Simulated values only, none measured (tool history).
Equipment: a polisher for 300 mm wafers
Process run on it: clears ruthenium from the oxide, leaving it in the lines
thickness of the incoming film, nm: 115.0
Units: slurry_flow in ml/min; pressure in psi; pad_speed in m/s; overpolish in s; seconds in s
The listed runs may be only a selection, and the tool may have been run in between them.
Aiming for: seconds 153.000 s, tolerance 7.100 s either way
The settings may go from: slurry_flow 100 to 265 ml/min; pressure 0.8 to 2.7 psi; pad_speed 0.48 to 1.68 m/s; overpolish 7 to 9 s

run 1 hour=0.0 | slurry_flow=170 pressure=1.7 pad_speed=1.08 overpolish=9 | seconds=107.800
run 2 hour=5.3 | slurry_flow=170 pressure=2.1 pad_speed=1.08 overpolish=9 | seconds=87.135
run 3 hour=10.8 | slurry_flow=170 pressure=2.1 pad_speed=1.08 overpolish=9 | seconds=86.201
run 4 hour=12.9 | slurry_flow=170 pressure=2.1 pad_speed=0.90 overpolish=9 | seconds=105.250
run 5 hour=20.8 | slurry_flow=170 pressure=2.0 pad_speed=0.90 overpolish=9 | seconds=111.190
run 6 hour=29.5 | slurry_flow=170 pressure=2.0 pad_speed=1.10 overpolish=9 | seconds=91.186
run 7 hour=33.0 | slurry_flow=170 pressure=1.9 pad_speed=1.10 overpolish=9 | seconds=94.976
run 8 hour=39.9 | slurry_flow=170 pressure=1.9 pad_speed=1.10 overpolish=9 | seconds=95.794
run 9 hour=41.2 | slurry_flow=170 pressure=1.8 pad_speed=1.10 overpolish=9 | seconds=96.865
run 10 hour=43.2 | slurry_flow=170 pressure=1.7 pad_speed=1.10 overpolish=9 | seconds=104.830
run 11 hour=44.9 | slurry_flow=170 pressure=1.6 pad_speed=1.10 overpolish=9 | seconds=109.500
run 12 hour=49.4 | slurry_flow=165 pressure=1.1 pad_speed=1.06 overpolish=9 | seconds=163.580
run 13 hour=57.0 | slurry_flow=170 pressure=1.1 pad_speed=1.06 overpolish=9 | seconds=166.430

Pick the move, out of 4, that brings all results within their allowed miss; only one does.
run A hour=64.6 | slurry_flow=220 pressure=1.0 pad_speed=1.08 overpolish=9 | seconds=?
run B hour=64.6 | slurry_flow=165 pressure=0.9 pad_speed=1.16 overpolish=7 | seconds=?
run C hour=64.6 | slurry_flow=175 pressure=1.0 pad_speed=1.10 overpolish=7 | seconds=?
run D hour=64.6 | slurry_flow=165 pressure=1.1 pad_speed=1.16 overpolish=9 | seconds=?

move=A seconds=173.250
move=B seconds=185.170
move=C seconds=175.040
move=D seconds=153.040
A: its largest miss is bigger than the last run's
B: its largest miss is bigger than the last run's
C: its largest miss is bigger than the last run's
D: each result inside its tolerance
D is the move that brings every result within its allowed miss.

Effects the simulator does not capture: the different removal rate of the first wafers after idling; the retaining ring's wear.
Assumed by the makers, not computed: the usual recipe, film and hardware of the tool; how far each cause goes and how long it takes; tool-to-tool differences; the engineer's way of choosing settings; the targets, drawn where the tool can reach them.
